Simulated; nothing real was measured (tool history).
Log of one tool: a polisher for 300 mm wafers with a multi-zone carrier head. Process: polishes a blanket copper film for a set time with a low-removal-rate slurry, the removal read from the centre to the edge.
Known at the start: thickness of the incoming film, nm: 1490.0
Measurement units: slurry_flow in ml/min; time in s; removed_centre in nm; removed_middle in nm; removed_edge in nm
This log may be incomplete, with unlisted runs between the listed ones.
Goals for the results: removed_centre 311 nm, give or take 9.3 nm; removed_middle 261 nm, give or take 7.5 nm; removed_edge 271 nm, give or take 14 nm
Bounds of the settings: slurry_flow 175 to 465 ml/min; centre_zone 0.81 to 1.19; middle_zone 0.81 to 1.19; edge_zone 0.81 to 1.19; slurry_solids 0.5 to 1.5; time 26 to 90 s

run,hour,slurry_flow,centre_zone,middle_zone,edge_zone,slurry_solids,time,removed_centre,removed_middle,removed_edge
1,0,295,1,1,1,1,58,255.63,245.89,241.33
2,7.7,305,1.03,1,1.03,1.05,58,262.91,247.41,253.62
3,14.9,315,1.06,1.01,1.03,1.05,58,272.15,251.17,244.92
4,16.3,315,1.06,1.06,1.03,1.05,58,274.53,266.4,248.55
5,24.7,320,1.08,1.05,1.05,1.1,58,281.54,263.17,255.3
6,31.3,325,1.1,1.04,1.06,1.15,58,284.6,265.62,253.83
7,36.7,305,1.18,0.94,1.15,1.25,62,336.68,265.78,288.5
8,43.6,300,1.17,0.95,1.13,1.25,62,328.19,267.79,287.87
9,49.5,295,1.16,0.95,1.11,1.2,62,325.13,265.37,287.14

5 candidate next runs follow, results not yet known. Just one meets every target within its allowed miss. Identify it.
A,55.4,195,1.08,0.82,1.14,1.2,71,?,?,?
B,55.4,300,1.05,0.88,1.11,1.2,69,?,?,?
C,55.4,315,1.14,0.97,1.07,1.15,61,?,?,?
D,55.4,285,1.12,0.91,1.04,1.15,67,?,?,?
E,55.4,265,1.06,1.02,1.13,1.35,61,?,?,?

move,removed_centre,removed_middle,removed_edge
A,322.96,249.54,315.29
B,323.58,270.86,314.1
C,309.75,258.45,270.77
D,330.47,266.54,291.31
E,292.29,274.31,284.08
A: the biggest miss grows against the last run
B: the biggest miss grows against the last run
C: every result lands within tolerance
D: the biggest miss grows against the last run
E: takes the biggest miss from the last run beyond its target
Answer: C
